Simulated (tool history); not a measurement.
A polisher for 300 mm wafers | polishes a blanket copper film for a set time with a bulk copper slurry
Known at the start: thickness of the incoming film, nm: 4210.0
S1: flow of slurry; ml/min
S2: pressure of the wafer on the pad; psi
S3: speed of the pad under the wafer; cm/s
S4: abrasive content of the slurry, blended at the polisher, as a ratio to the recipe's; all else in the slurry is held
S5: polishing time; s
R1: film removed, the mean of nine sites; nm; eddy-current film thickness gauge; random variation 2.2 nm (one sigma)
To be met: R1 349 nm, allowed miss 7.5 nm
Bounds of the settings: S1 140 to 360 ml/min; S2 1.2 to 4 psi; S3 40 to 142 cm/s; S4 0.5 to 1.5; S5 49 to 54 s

Run 1, day 0: S1 230 ml/min, S2 2.6 psi, S3 90 cm/s, S4 1, S5 54 s. Result: R1 423.01 nm.
Run 2, day 0.138: S1 230 ml/min, S2 2.6 psi, S3 108 cm/s, S4 1, S5 54 s. Result: R1 504.93 nm.
Run 3, day 0.308: S1 225 ml/min, S2 2.4 psi, S3 108 cm/s, S4 1, S5 54 s. Result: R1 463.07 nm.
Run 4, day 0.488: S1 225 ml/min, S2 2.4 psi, S3 124 cm/s, S4 1, S5 54 s. Result: R1 533.31 nm.
Run 5, day 0.592: S1 225 ml/min, S2 2.1 psi, S3 124 cm/s, S4 1, S5 54 s. Result: R1 465.11 nm.
Run 6, day 0.65: S1 225 ml/min, S2 2.1 psi, S3 124 cm/s, S4 0.8, S5 54 s. Result: R1 444.56 nm.
At day 0.908: worn pad replaced by a new one.
Run 7, day 0.908: S1 220 ml/min, S2 2 psi, S3 124 cm/s, S4 0.8, S5 54 s. Result: R1 457.16 nm.
Run 8, day 1.275: S1 225 ml/min, S2 1.3 psi, S3 118 cm/s, S4 0.8, S5 54 s. Result: R1 291.01 nm.
Run 9, day 1.575: S1 225 ml/min, S2 1.4 psi, S3 118 cm/s, S4 0.8, S5 54 s. Result: R1 314.5 nm.
Run 10, day 1.688: S1 225 ml/min, S2 1.5 psi, S3 118 cm/s, S4 0.8, S5 54 s. Result: R1 338.65 nm.

4 next moves are on the table. One of them brings every result within its allowed miss. Which?
Run A, day 1.8: S1 155 ml/min, S2 1.4 psi, S3 136 cm/s, S4 0.9, S5 50 s. Result: R1 ?.
Run B, day 1.8: S1 220 ml/min, S2 1.5 psi, S3 116 cm/s, S4 0.9, S5 53 s. Result: R1 ?.
Run C, day 1.8: S1 230 ml/min, S2 1.6 psi, S3 122 cm/s, S4 0.75, S5 52 s. Result: R1 ?.
Run D, day 1.8: S1 200 ml/min, S2 1.5 psi, S3 126 cm/s, S4 0.7, S5 53 s. Result: R1 ?.

move      R1
   A  322.06
   B  330.22
   C  348.68
   D     333
A: further off than the last run
B: further off than the last run
C: meets every target
D: further off than the last run
Answer: C

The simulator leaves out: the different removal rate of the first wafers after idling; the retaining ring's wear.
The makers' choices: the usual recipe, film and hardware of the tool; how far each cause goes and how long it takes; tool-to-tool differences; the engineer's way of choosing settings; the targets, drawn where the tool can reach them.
